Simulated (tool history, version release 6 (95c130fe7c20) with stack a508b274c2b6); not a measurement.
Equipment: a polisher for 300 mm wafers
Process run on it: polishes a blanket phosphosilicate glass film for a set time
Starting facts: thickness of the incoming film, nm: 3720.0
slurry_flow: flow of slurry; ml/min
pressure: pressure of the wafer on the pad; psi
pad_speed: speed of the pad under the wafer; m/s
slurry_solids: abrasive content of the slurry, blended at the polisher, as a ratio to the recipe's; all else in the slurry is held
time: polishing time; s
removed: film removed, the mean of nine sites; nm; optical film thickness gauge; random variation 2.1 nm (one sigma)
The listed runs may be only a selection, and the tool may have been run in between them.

run	hour	slurry_flow	pressure	pad_speed	slurry_solids	time	removed
1	0	200	3.1	0.8	1	93	772.64
2	3.6	200	3.1	0.8	1	93	771.08
3	11.9	195	2.8	0.74	1	93	657.95
4	15.2	195	2.8	0.74	0.9	93	625.93
5	20.9	195	2.8	0.74	0.7	93	559.75
6	24.5	195	2.8	0.92	0.7	93	653.96
7	32.6	190	2.5	0.86	0.7	93	561.83
8	35.5	185	2.3	0.82	0.7	93	498.1
9	40.6	185	2.3	0.82	0.7	93	496.78
10	41.7	180	2.1	0.8	0.7	93	447.74
# hour 46.3: head pressure recalibrated
11	46.3	175	2	0.78	0.7	93	434.03

Run 12 is up next; what results do you expect?
12	53.3	175	1.9	0.76	0.7	93	?

{"run 12": {"removed": 413.54}}
